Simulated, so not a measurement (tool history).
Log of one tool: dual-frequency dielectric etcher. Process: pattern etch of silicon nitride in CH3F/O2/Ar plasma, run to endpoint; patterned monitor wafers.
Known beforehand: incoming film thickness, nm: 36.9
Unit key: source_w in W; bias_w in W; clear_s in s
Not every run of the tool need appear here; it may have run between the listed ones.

run  hour  source_w  bias_w  clear_s
  1   0.0       540      93   46.531
  2   8.7       540      85   47.846
  3  10.7       540      98   45.250
  4  12.4       540      92   45.934
  5  19.6       540     100   44.874
  6  24.4       640     100   41.219
  7  29.9       550      95   45.016

Forecast run 8:
  8  31.7       490      92        ?

Run 8 produced clear_s 48.066 s.
